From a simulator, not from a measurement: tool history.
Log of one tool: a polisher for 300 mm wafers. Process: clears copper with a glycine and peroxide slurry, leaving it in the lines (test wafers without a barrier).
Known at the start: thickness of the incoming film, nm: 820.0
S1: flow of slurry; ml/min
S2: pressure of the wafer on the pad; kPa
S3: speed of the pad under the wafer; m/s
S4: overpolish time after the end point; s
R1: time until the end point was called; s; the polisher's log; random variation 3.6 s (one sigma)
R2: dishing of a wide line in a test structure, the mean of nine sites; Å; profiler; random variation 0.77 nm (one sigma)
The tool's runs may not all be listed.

run    day   S1    S2    S3  S4      R1      R2
  1  0.000  280  13.8  1.18  20  178.88  621.10
  2  0.350  280  13.1  1.18  18  182.85  573.57
  3  0.450  280  12.4  1.18  16  192.58  493.46
  4  0.650  280  12.4  1.18  15  188.86  468.49
  5  0.829  280  12.4  1.18   9  188.40  299.41
  6  1.167  280  15.9  1.18   9  158.21  355.11

The next listed run, before its measurement:
  7  1.488  280  15.2  1.16   9   ?   ?

R1: 166.72 s
R2: 332.84 Å

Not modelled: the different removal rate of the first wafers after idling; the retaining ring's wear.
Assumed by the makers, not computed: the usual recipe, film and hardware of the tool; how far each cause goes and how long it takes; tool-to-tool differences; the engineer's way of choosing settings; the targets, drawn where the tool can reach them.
